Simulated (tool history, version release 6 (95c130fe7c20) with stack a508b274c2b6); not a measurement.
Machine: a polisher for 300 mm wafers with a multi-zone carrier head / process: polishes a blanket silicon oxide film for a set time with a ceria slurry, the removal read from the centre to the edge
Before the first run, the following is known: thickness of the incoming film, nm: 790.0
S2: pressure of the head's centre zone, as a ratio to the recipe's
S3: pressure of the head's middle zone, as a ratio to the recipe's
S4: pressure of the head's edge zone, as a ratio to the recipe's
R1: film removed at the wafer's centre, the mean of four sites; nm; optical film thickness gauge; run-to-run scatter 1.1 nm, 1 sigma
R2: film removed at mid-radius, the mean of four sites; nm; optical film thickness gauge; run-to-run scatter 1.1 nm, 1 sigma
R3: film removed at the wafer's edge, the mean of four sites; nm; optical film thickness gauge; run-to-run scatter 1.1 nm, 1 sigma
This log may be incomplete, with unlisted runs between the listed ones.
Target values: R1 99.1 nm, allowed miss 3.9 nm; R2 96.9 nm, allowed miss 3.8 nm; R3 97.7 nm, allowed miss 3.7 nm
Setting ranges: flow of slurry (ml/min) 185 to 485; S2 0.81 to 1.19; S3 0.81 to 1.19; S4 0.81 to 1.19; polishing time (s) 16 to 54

Run 1, hour 0: flow of slurry (ml/min) 310, S2 1, S3 1, S4 1, polishing time (s) 35. Result: R1 143.82 nm, R2 140.62 nm, R3 141.83 nm.
Run 2, hour 6.6: flow of slurry (ml/min) 310, S2 0.99, S3 0.99, S4 0.98, polishing time (s) 33. Result: R1 132.74 nm, R2 134.36 nm, R3 131.83 nm.
Run 3, hour 8.4: flow of slurry (ml/min) 385, S2 0.99, S3 0.99, S4 0.98, polishing time (s) 33. Result: R1 136.25 nm, R2 133.78 nm, R3 136.8 nm.
Run 4, hour 15.7: flow of slurry (ml/min) 385, S2 0.99, S3 1.03, S4 0.98, polishing time (s) 33. Result: R1 135.24 nm, R2 139.28 nm, R3 135.91 nm.
Run 5, hour 16.6: flow of slurry (ml/min) 385, S2 0.99, S3 1.1, S4 0.98, polishing time (s) 33. Result: R1 136.29 nm, R2 147.99 nm, R3 135.28 nm.
Run 6, hour 24.7: flow of slurry (ml/min) 385, S2 0.99, S3 1.03, S4 0.98, polishing time (s) 33. Result: R1 136.12 nm, R2 138.83 nm, R3 136.09 nm.
Run 7, hour 33.6: flow of slurry (ml/min) 375, S2 0.98, S3 1, S4 0.96, polishing time (s) 31. Result: R1 128.05 nm, R2 128.79 nm, R3 122.37 nm.
Run 8, hour 36.3: flow of slurry (ml/min) 350, S2 0.88, S3 0.9, S4 1.01, polishing time (s) 24. Result: R1 87.123 nm, R2 89.37 nm, R3 100.33 nm.
Run 9, hour 43.8: flow of slurry (ml/min) 350, S2 0.9, S3 0.91, S4 1, polishing time (s) 24. Result: R1 91.309 nm, R2 92.454 nm, R3 98.845 nm.
Run 10, hour 47: flow of slurry (ml/min) 350, S2 0.91, S3 0.91, S4 1, polishing time (s) 24. Result: R1 90.849 nm, R2 92.702 nm, R3 99.039 nm.

5 candidate next runs follow, results not yet known. Just one meets every target within its allowed miss. Identify it.
Run A, hour 50.2: flow of slurry (ml/min) 310, S2 0.89, S3 0.9, S4 1.02, polishing time (s) 23. Result: R1 ?, R2 ?, R3 ?.
Run B, hour 50.2: flow of slurry (ml/min) 285, S2 0.97, S3 0.92, S4 0.92, polishing time (s) 25. Result: R1 ?, R2 ?, R3 ?.
Run C, hour 50.2: flow of slurry (ml/min) 350, S2 0.97, S3 0.86, S4 1.09, polishing time (s) 23. Result: R1 ?, R2 ?, R3 ?.
Run D, hour 50.2: flow of slurry (ml/min) 405, S2 0.81, S3 0.94, S4 1.11, polishing time (s) 23. Result: R1 ?, R2 ?, R3 ?.
Run E, hour 50.2: flow of slurry (ml/min) 355, S2 1.1, S3 0.87, S4 0.94, polishing time (s) 24. Result: R1 ?, R2 ?, R3 ?.

move      R1      R2      R3
   A  84.451  85.526  95.743
   B  97.899  93.526  98.379
   C  92.123  83.809  99.877
   D  80.013  90.313  101.65
   E  107.48   88.23  97.066
A: moves away from the targets compared with the last run
B: all results in spec
C: moves away from the targets compared with the last run
D: moves away from the targets compared with the last run
E: the result that was furthest off in the last run now lies on the other side of its target
Correct choice: B, which meets every target

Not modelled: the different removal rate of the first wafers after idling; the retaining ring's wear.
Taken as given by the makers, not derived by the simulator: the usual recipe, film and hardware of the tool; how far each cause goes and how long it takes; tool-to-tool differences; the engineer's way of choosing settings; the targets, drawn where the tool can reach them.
